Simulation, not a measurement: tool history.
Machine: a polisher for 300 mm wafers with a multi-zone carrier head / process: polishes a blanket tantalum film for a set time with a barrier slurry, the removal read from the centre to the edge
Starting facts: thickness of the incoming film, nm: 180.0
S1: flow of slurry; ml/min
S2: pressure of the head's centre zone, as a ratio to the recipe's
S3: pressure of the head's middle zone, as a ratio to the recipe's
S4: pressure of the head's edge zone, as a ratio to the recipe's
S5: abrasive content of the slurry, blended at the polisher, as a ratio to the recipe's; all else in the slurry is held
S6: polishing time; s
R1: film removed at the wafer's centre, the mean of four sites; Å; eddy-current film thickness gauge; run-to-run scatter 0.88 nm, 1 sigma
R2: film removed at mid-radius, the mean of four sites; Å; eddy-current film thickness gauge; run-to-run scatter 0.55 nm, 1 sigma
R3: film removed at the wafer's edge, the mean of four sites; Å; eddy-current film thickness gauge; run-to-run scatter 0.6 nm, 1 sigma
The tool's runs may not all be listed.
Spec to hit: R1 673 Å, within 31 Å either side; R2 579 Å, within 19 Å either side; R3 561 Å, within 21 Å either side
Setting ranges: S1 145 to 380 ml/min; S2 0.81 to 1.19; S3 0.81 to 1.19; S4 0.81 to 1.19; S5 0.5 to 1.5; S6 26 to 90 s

Run 1, day 0: S1 245 ml/min, S2 1, S3 1, S4 1, S5 1, S6 58 s. Result: R1 533.39 Å, R2 516.87 Å, R3 524.64 Å.
Run 2, day 0.254: S1 245 ml/min, S2 1, S3 1, S4 1, S5 1.2, S6 58 s. Result: R1 539.78 Å, R2 542.91 Å, R3 539.71 Å.
Run 3, day 0.579: S1 245 ml/min, S2 1.03, S3 1, S4 1, S5 1.2, S6 58 s. Result: R1 551.63 Å, R2 541.35 Å, R3 551.67 Å.
Run 4, day 0.75: S1 245 ml/min, S2 1.03, S3 1, S4 1, S5 1.2, S6 72 s. Result: R1 679.93 Å, R2 668.22 Å, R3 679.86 Å.
Run 5, day 1.108: S1 245 ml/min, S2 1.05, S3 1, S4 0.94, S5 1.05, S6 71 s. Result: R1 681.9 Å, R2 635.22 Å, R3 618.04 Å.
Run 6, day 1.338: S1 245 ml/min, S2 1.05, S3 1.06, S4 0.94, S5 1.05, S6 71 s. Result: R1 699.66 Å, R2 643.87 Å, R3 622.28 Å.
Run 7, day 1.517: S1 235 ml/min, S2 1.06, S3 1.04, S4 0.92, S5 1, S6 71 s. Result: R1 688.59 Å, R2 647.98 Å, R3 618.64 Å.
Run 8, day 1.808: S1 245 ml/min, S2 1.07, S3 1.01, S4 0.91, S5 0.9, S6 71 s. Result: R1 687.03 Å, R2 625.04 Å, R3 605.06 Å.
Run 9, day 1.988: S1 245 ml/min, S2 1.08, S3 1, S4 0.89, S5 0.8, S6 71 s. Result: R1 664.59 Å, R2 609.45 Å, R3 584.45 Å.

Which one of the following 4 next-run settings gets every result inside its allowed miss? There is exactly one.
Run A, day 2.167: S1 285 ml/min, S2 1.14, S3 0.98, S4 0.9, S5 0.95, S6 65 s. Result: R1 ?, R2 ?, R3 ?.
Run B, day 2.167: S1 255 ml/min, S2 1.07, S3 1.06, S4 0.82, S5 0.6, S6 75 s. Result: R1 ?, R2 ?, R3 ?.
Run C, day 2.167: S1 255 ml/min, S2 1.19, S3 0.97, S4 0.94, S5 0.75, S6 74 s. Result: R1 ?, R2 ?, R3 ?.
Run D, day 2.167: S1 265 ml/min, S2 1.09, S3 1.15, S4 0.87, S5 0.7, S6 72 s. Result: R1 ?, R2 ?, R3 ?.

move      R1      R2      R3
   A  656.48  583.37  557.29
   B  643.25  634.77  559.72
   C  737.08  624.67  613.76
   D  650.96  657.48  569.44
A: hits every target within its allowed miss
B: further off than the last run
C: further off than the last run
D: further off than the last run
Move A is the one to make.
